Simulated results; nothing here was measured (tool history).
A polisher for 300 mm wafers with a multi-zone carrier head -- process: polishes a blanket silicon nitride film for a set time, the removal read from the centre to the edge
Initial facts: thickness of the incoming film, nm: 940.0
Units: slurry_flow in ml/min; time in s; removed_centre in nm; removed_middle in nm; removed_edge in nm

run,hour,slurry_flow,centre_zone,middle_zone,edge_zone,time,removed_centre,removed_middle,removed_edge
1,0.0,280,1.00,1.00,1.00,59,62.496,62.028,59.737
2,2.9,280,1.00,1.00,0.97,59,63.132,60.614,60.102
3,8.6,280,1.06,1.00,0.97,59,66.567,61.522,60.205
4,15.4,280,1.06,0.92,0.97,59,65.493,58.019,60.396
5,21.1,280,1.06,0.92,0.97,52,57.896,49.946,54.006
6,24.6,280,1.04,0.93,0.99,55,61.038,53.866,58.080
7,28.4,280,1.02,0.95,1.01,57,61.681,57.026,59.362
8,30.9,280,1.02,0.95,1.01,57,60.920,56.174,58.031

Predict the results of run 9:
9,31.8,275,1.00,0.95,1.01,60,?,?,?

{"run 9": {"removed_centre": 62.709, "removed_middle": 60.022, "removed_edge": 62.03}}
